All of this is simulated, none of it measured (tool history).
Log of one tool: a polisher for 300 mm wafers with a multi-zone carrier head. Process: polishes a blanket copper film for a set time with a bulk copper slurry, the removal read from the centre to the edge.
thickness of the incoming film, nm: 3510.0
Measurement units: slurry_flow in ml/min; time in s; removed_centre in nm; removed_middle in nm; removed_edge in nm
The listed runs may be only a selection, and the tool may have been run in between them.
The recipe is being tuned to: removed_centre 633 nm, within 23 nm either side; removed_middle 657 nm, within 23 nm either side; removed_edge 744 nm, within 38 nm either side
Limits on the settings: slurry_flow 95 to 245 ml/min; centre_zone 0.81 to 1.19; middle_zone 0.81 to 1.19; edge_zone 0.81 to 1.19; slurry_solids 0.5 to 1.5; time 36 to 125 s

run  hour  slurry_flow  centre_zone  middle_zone  edge_zone  slurry_solids  time  removed_centre  removed_middle  removed_edge
  1     0          155            1            1          1              1    80          772.95          766.89        836.28
  2   4.2          175            1            1          1              1    80          772.94          765.64        835.15
  3  10.7          175            1            1          1           1.15    80           819.5          810.21        838.48
  4  13.7          175         0.98         0.98       0.98            1.1    79          782.99          778.08        824.94
  5  18.9          145         0.98         0.98       0.98            1.1    79          737.14          744.71        809.12
  6  21.9          145         0.98         0.98       0.98            1.1    64          603.77           604.3        655.81
     28.4  -- slurry nozzle cleaned
  7  28.4          145         0.98         0.98          1            1.1    64          666.18           637.2        687.41
  8  36.2          140         0.96         0.98          1            1.1    65          652.04          653.92        693.85

Which of these 4 next moves meets every target?
  A    44          120         0.91         1.13       0.94           1.05    64               ?               ?             ?
  B    44          100          0.9         0.93       0.95            0.8    76               ?               ?             ?
  C    44          115         0.96            1       0.89           0.65    72               ?               ?             ?
  D    44          105         0.94         0.97       0.89            0.9    67               ?               ?             ?

move  removed_centre  removed_middle  removed_edge
   A          587.78          710.57        641.61
   B          639.23          665.75        721.13
   C          643.41          670.06        660.58
   D          601.39          623.52         634.1
A: further off than the last run
B: hits every target within its allowed miss
C: further off than the last run
D: further off than the last run
So the answer is move B, the one that meets all the targets.
